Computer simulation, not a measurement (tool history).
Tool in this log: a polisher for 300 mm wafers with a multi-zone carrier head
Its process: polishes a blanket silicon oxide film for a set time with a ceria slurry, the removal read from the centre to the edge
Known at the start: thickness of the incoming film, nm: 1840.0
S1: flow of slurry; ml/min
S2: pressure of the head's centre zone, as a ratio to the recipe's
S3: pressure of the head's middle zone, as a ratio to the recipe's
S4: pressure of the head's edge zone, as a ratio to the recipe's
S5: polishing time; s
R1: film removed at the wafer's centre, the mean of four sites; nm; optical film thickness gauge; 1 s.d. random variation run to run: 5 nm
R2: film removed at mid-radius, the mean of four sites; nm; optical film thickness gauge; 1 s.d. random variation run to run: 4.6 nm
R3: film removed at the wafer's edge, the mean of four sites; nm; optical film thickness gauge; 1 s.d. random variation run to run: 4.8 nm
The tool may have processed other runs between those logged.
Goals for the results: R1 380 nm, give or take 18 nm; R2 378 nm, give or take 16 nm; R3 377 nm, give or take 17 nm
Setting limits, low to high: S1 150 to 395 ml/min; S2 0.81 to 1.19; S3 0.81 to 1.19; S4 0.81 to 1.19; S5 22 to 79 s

{"run": 1, "hour": 0.0, "S1": 250, "S2": 1, "S3": 1, "S4": 1, "S5": 50, "R1": 269.34, "R2": 273.93, "R3": 264.85}
{"run": 2, "hour": 4.5, "S1": 250, "S2": 0.95, "S3": 1, "S4": 1, "S5": 50, "R1": 246.17, "R2": 274.72, "R3": 268.41}
{"run": 3, "hour": 11.5, "S1": 280, "S2": 0.95, "S3": 1, "S4": 1, "S5": 50, "R1": 259.12, "R2": 268.43, "R3": 268.93}
{"run": 4, "hour": 15.0, "S1": 280, "S2": 0.95, "S3": 0.93, "S4": 1, "S5": 50, "R1": 257.96, "R2": 264.66, "R3": 266.9}
{"run": 5, "hour": 22.3, "S1": 270, "S2": 0.96, "S3": 0.94, "S4": 1.01, "S5": 53, "R1": 272.47, "R2": 277.58, "R3": 292.76}
{"run": 6, "hour": 28.8, "S1": 265, "S2": 0.98, "S3": 0.97, "S4": 1.01, "S5": 55, "R1": 292.55, "R2": 294.22, "R3": 299.69}
{"run": 7, "hour": 36.9, "S1": 260, "S2": 0.99, "S3": 0.99, "S4": 1.01, "S5": 57, "R1": 307.1, "R2": 304.96, "R3": 307.52}
{"run": 8, "hour": 38.3, "S1": 255, "S2": 0.99, "S3": 1, "S4": 1.01, "S5": 59, "R1": 310.01, "R2": 325.18, "R3": 316.98}
{"run": 9, "hour": 39.7, "S1": 260, "S2": 1, "S3": 1.01, "S4": 1.02, "S5": 60, "R1": 317.87, "R2": 334.16, "R3": 327.54}

Which one of the following 5 next-run settings gets every result inside its allowed miss? There is exactly one.
{"run": "A", "hour": 41.1, "S1": 260, "S2": 0.97, "S3": 1.13, "S4": 0.94, "S5": 69, "R1": "?", "R2": "?", "R3": "?"}
{"run": "B", "hour": 41.1, "S1": 245, "S2": 0.97, "S3": 0.99, "S4": 1.08, "S5": 68, "R1": "?", "R2": "?", "R3": "?"}
{"run": "C", "hour": 41.1, "S1": 330, "S2": 0.99, "S3": 0.97, "S4": 0.99, "S5": 69, "R1": "?", "R2": "?", "R3": "?"}
{"run": "D", "hour": 41.1, "S1": 250, "S2": 0.84, "S3": 0.85, "S4": 1.14, "S5": 66, "R1": "?", "R2": "?", "R3": "?"}
{"run": "E", "hour": 41.1, "S1": 335, "S2": 1.09, "S3": 0.93, "S4": 1.03, "S5": 72, "R1": "?", "R2": "?", "R3": "?"}

move=A R1=357.71 R2=417.11 R3=358.57
move=B R1=349.26 R2=364.47 R3=376.56
move=C R1=375.13 R2=375.68 R3=375.48
move=D R1=293.76 R2=312.59 R3=377.11
move=E R1=431.82 R2=378.73 R3=400.05
A: nearer the targets than the last run, but a result is still out of spec
B: nearer the targets than the last run, but a result is still out of spec
C: meets every target
D: its largest miss is bigger than the last run's
E: the result that was furthest off in the last run now lies on the other side of its target
So the answer is move C, the one that meets all the targets.
